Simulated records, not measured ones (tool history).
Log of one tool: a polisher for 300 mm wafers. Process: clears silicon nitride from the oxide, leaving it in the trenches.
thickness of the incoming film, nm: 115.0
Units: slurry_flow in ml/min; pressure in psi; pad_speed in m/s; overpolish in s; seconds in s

run  hour  slurry_flow  pressure  pad_speed  overpolish  seconds
  1     0          245       3.3       1.22           3   86.014
  2   7.4          245         3       1.22           3   92.704
  3  14.4          245       3.2       1.22           3   86.524
  4  15.2          245       3.2       1.04           3   99.689
  5    18          245       3.5       1.04           3   95.006
  6  21.4          280       3.5       1.04           3   91.035

The next listed run, before its measurement:
  7  26.2          285       3.7       1.04           3        ?

seconds: 86.171 s

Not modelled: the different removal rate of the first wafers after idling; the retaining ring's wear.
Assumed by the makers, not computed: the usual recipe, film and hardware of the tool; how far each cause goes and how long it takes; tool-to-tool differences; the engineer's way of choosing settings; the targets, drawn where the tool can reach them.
